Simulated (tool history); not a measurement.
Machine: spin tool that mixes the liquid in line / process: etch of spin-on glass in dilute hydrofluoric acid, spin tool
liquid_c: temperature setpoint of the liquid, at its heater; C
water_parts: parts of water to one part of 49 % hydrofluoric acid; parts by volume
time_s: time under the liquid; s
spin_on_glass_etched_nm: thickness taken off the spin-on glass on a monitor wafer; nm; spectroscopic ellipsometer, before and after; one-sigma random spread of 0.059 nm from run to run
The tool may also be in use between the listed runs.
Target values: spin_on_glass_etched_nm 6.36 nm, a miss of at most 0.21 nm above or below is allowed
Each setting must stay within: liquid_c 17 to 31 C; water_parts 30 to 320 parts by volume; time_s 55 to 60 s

Run 1, hour 0: liquid_c 23 C, water_parts 175 parts by volume, time_s 55 s. Result: spin_on_glass_etched_nm 10.18 nm.
Run 2, hour 6.8: liquid_c 23 C, water_parts 120 parts by volume, time_s 55 s. Result: spin_on_glass_etched_nm 16.035 nm.
Run 3, hour 10: liquid_c 22 C, water_parts 135 parts by volume, time_s 55 s. Result: spin_on_glass_etched_nm 13.475 nm.
Run 4, hour 14.1: liquid_c 22 C, water_parts 170 parts by volume, time_s 55 s. Result: spin_on_glass_etched_nm 10.13 nm.
Run 5, hour 16: liquid_c 22 C, water_parts 170 parts by volume, time_s 60 s. Result: spin_on_glass_etched_nm 11.018 nm.
Run 6, hour 17.2: liquid_c 21.5 C, water_parts 175 parts by volume, time_s 60 s. Result: spin_on_glass_etched_nm 10.68 nm.
Run 7, hour 19.1: liquid_c 21 C, water_parts 180 parts by volume, time_s 60 s. Result: spin_on_glass_etched_nm 10.124 nm.
Run 8, hour 27: liquid_c 20.5 C, water_parts 185 parts by volume, time_s 60 s. Result: spin_on_glass_etched_nm 9.4527 nm.
Run 9, hour 30.3: liquid_c 20 C, water_parts 190 parts by volume, time_s 60 s. Result: spin_on_glass_etched_nm 9.0562 nm.
Run 10, hour 38.6: liquid_c 19.5 C, water_parts 195 parts by volume, time_s 60 s. Result: spin_on_glass_etched_nm 8.5928 nm.
Run 11, hour 39.3: liquid_c 19.5 C, water_parts 195 parts by volume, time_s 60 s. Result: spin_on_glass_etched_nm 8.5369 nm.
Run 12, hour 40.3: liquid_c 19 C, water_parts 200 parts by volume, time_s 60 s. Result: spin_on_glass_etched_nm 8.0744 nm.
Run 13, hour 43.2: liquid_c 19 C, water_parts 205 parts by volume, time_s 60 s. Result: spin_on_glass_etched_nm 8.0563 nm.

Consider the 5 candidate settings below. Which is the only one whose results all fall within their allowed miss of target?
Run A, hour 46.1: liquid_c 18 C, water_parts 150 parts by volume, time_s 60 s. Result: spin_on_glass_etched_nm ?.
Run B, hour 46.1: liquid_c 18.5 C, water_parts 225 parts by volume, time_s 55 s. Result: spin_on_glass_etched_nm ?.
Run C, hour 46.1: liquid_c 20 C, water_parts 160 parts by volume, time_s 60 s. Result: spin_on_glass_etched_nm ?.
Run D, hour 46.1: liquid_c 20 C, water_parts 210 parts by volume, time_s 55 s. Result: spin_on_glass_etched_nm ?.
Run E, hour 46.1: liquid_c 20 C, water_parts 175 parts by volume, time_s 55 s. Result: spin_on_glass_etched_nm ?.

move  spin_on_glass_etched_nm
   A                   11.094
   B                   6.4366
   C                   11.155
   D                   7.4115
   E                   9.2073
A: misses by more than the last run did
B: in spec on every target
C: misses by more than the last run did
D: closes in on the targets versus the last run, not all within tolerance yet
E: misses by more than the last run did
The move that meets every target is B.
